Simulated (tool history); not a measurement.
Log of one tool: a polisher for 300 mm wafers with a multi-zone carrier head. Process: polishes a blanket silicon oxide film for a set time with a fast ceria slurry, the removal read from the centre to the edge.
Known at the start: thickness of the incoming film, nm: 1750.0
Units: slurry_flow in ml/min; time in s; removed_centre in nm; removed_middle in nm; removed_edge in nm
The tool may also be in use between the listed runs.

| run | day | slurry_flow | centre_zone | middle_zone | edge_zone | time | removed_centre | removed_middle | removed_edge |
|---|---|---|---|---|---|---|---|---|---|
| 1 | 0.000 | 130 | 1.00 | 1.00 | 1.00 | 31 | 756.94 | 739.93 | 742.69 |
| 2 | 0.329 | 150 | 1.00 | 1.00 | 1.00 | 31 | 768.51 | 752.18 | 755.64 |
| 3 | 0.358 | 180 | 1.00 | 1.00 | 1.00 | 31 | 795.93 | 773.75 | 773.94 |
| 4 | 0.562 | 180 | 1.00 | 1.00 | 1.00 | 36 | 925.41 | 906.65 | 891.43 |
| 5 | 0.700 | 180 | 1.08 | 1.00 | 1.00 | 36 | 1011.90 | 899.48 | 889.36 |
| 6 | 0.967 | 180 | 1.08 | 0.92 | 1.00 | 36 | 993.52 | 857.35 | 875.89 |
| 7 | 1.058 | 180 | 1.08 | 0.96 | 1.04 | 38 | 1047.60 | 921.58 | 969.16 |
| 8 | 1.196 | 180 | 1.09 | 1.00 | 1.05 | 39 | 1090.00 | 970.97 | 976.72 |
| 9 | 1.225 | 180 | 1.09 | 1.01 | 1.07 | 40 | 1115.70 | 1016.10 | 1038.40 |
| 10 | 1.512 | 180 | 1.10 | 1.03 | 1.09 | 41 | 1172.10 | 1052.10 | 1066.50 |

Run 11 comes next. What will it give?
| 11 | 1.542 | 180 | 1.10 | 1.04 | 1.11 | 42 | ? | ? | ? |

Run 11 gave removed_centre 1191.90 nm, removed_middle 1094.70 nm, removed_edge 1098.40 nm.

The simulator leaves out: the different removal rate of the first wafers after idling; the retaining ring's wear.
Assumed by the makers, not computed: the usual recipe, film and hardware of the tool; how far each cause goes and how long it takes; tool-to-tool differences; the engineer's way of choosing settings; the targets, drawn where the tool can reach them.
